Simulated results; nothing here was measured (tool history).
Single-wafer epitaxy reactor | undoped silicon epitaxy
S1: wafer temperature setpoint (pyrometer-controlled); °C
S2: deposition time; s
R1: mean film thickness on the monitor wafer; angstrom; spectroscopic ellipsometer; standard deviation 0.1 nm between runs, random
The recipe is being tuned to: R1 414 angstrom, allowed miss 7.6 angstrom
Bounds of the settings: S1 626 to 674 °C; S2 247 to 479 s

Run 1, hour 0: S1 650 °C, S2 363 s. Result: R1 655.84 angstrom.
Run 2, hour 5.3: S1 646 °C, S2 363 s. Result: R1 604.47 angstrom.
Run 3, hour 8: S1 642 °C, S2 363 s. Result: R1 559.89 angstrom.
Run 4, hour 12.5: S1 639 °C, S2 363 s. Result: R1 528.15 angstrom.
Run 5, hour 18: S1 636 °C, S2 363 s. Result: R1 497.48 angstrom.
Run 6, hour 23.6: S1 642 °C, S2 363 s. Result: R1 561.44 angstrom.
Run 7, hour 26.1: S1 630 °C, S2 361 s. Result: R1 441.6 angstrom.
Run 8, hour 28.2: S1 629 °C, S2 361 s. Result: R1 431.06 angstrom.
Run 9, hour 34.9: S1 628 °C, S2 361 s. Result: R1 424.2 angstrom.

Pick the move, out of 4, that brings all results within their allowed miss; only one does.
Run A, hour 41.6: S1 630 °C, S2 362 s. Result: R1 ?.
Run B, hour 41.6: S1 627 °C, S2 347 s. Result: R1 ?.
Run C, hour 41.6: S1 629 °C, S2 345 s. Result: R1 ?.
Run D, hour 41.6: S1 639 °C, S2 305 s. Result: R1 ?.

move      R1
   A  441.73
   B  398.78
   C  412.67
   D  444.58
A: the biggest miss grows against the last run
B: moves the result that the last run missed by most past its target, out the other side
C: meets every target
D: the biggest miss grows against the last run
The move that meets every target is C.
